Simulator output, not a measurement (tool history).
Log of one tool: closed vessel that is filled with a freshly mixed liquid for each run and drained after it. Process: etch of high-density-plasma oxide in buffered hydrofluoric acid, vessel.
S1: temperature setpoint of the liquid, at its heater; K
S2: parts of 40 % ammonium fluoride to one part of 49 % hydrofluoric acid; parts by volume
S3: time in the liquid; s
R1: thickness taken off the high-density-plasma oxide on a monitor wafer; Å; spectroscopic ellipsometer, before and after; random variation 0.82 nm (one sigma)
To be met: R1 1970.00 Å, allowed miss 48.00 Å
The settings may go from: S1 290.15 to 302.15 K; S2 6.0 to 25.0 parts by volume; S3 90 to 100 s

Run 1, day 0.000: S1 294.15 K, S2 15.5 parts by volume, S3 90 s. Result: R1 1101.10 Å.
Run 2, day 0.362: S1 294.15 K, S2 19.5 parts by volume, S3 90 s. Result: R1 897.53 Å.
Run 3, day 0.467: S1 292.65 K, S2 19.5 parts by volume, S3 90 s. Result: R1 828.48 Å.
Run 4, day 0.508: S1 292.65 K, S2 19.5 parts by volume, S3 100 s. Result: R1 916.70 Å.
Run 5, day 0.775: S1 292.65 K, S2 19.5 parts by volume, S3 100 s. Result: R1 921.74 Å.
Run 6, day 0.825: S1 295.65 K, S2 19.5 parts by volume, S3 100 s. Result: R1 1085.50 Å.
Run 7, day 1.179: S1 296.65 K, S2 18.5 parts by volume, S3 100 s. Result: R1 1195.30 Å.
Run 8, day 1.375: S1 297.65 K, S2 17.5 parts by volume, S3 100 s. Result: R1 1310.80 Å.
Run 9, day 1.617: S1 298.65 K, S2 17.0 parts by volume, S3 100 s. Result: R1 1422.20 Å.
At day 1.696: hydrofluoric acid flow meter replaced.
Run 10, day 1.696: S1 299.15 K, S2 16.5 parts by volume, S3 100 s. Result: R1 1698.90 Å.
Run 11, day 1.846: S1 299.65 K, S2 16.5 parts by volume, S3 100 s. Result: R1 1755.60 Å.
Run 12, day 1.975: S1 300.15 K, S2 16.5 parts by volume, S3 100 s. Result: R1 1798.40 Å.
Run 13, day 2.350: S1 301.15 K, S2 16.5 parts by volume, S3 100 s. Result: R1 1885.60 Å.

4 next moves are on the table. One of them brings every result within its allowed miss. Which?
Run A, day 2.725: S1 302.15 K, S2 17.5 parts by volume, S3 100 s. Result: R1 ?.
Run B, day 2.725: S1 302.15 K, S2 18.5 parts by volume, S3 100 s. Result: R1 ?.
Run C, day 2.725: S1 301.15 K, S2 15.5 parts by volume, S3 95 s. Result: R1 ?.
Run D, day 2.725: S1 302.15 K, S2 16.5 parts by volume, S3 100 s. Result: R1 ?.

move       R1
   A  1882.00
   B  1781.90
   C  1910.00
   D  1994.00
A: as far off as the last run
B: further off than the last run
C: nearer than the last run, and not there yet
D: meets every target
The right move is D.

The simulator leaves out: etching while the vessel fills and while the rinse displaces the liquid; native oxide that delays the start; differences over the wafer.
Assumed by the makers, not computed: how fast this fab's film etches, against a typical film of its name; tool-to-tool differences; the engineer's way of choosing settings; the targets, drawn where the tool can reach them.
